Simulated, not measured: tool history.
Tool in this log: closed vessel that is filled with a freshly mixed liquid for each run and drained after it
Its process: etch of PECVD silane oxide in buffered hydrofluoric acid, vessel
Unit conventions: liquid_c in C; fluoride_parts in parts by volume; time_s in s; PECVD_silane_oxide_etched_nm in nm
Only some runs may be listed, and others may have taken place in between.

Run 1, hour 0: liquid_c 24 C, fluoride_parts 14 parts by volume, time_s 85 s. Result: PECVD_silane_oxide_etched_nm 164.23 nm.
Run 2, hour 5: liquid_c 24 C, fluoride_parts 12 parts by volume, time_s 85 s. Result: PECVD_silane_oxide_etched_nm 191.64 nm.
Run 3, hour 7.5: liquid_c 24 C, fluoride_parts 9 parts by volume, time_s 85 s. Result: PECVD_silane_oxide_etched_nm 246.47 nm.
Run 4, hour 13.2: liquid_c 23 C, fluoride_parts 9.5 parts by volume, time_s 85 s. Result: PECVD_silane_oxide_etched_nm 224.44 nm.
Run 5, hour 14.9: liquid_c 22 C, fluoride_parts 10 parts by volume, time_s 85 s. Result: PECVD_silane_oxide_etched_nm 207.31 nm.
Run 6, hour 21.6: liquid_c 21 C, fluoride_parts 10.5 parts by volume, time_s 85 s. Result: PECVD_silane_oxide_etched_nm 187.42 nm.
Run 7, hour 25: liquid_c 20.5 C, fluoride_parts 11 parts by volume, time_s 85 s. Result: PECVD_silane_oxide_etched_nm 174.54 nm.
Run 8, hour 30.2: liquid_c 17 C, fluoride_parts 12 parts by volume, time_s 85 s. Result: PECVD_silane_oxide_etched_nm 128.72 nm.

Expected results for the next run?
Run 9, hour 31.8: liquid_c 17 C, fluoride_parts 12 parts by volume, time_s 85 s. Result: PECVD_silane_oxide_etched_nm ?.

Run 9 came out at PECVD_silane_oxide_etched_nm 130.54 nm.
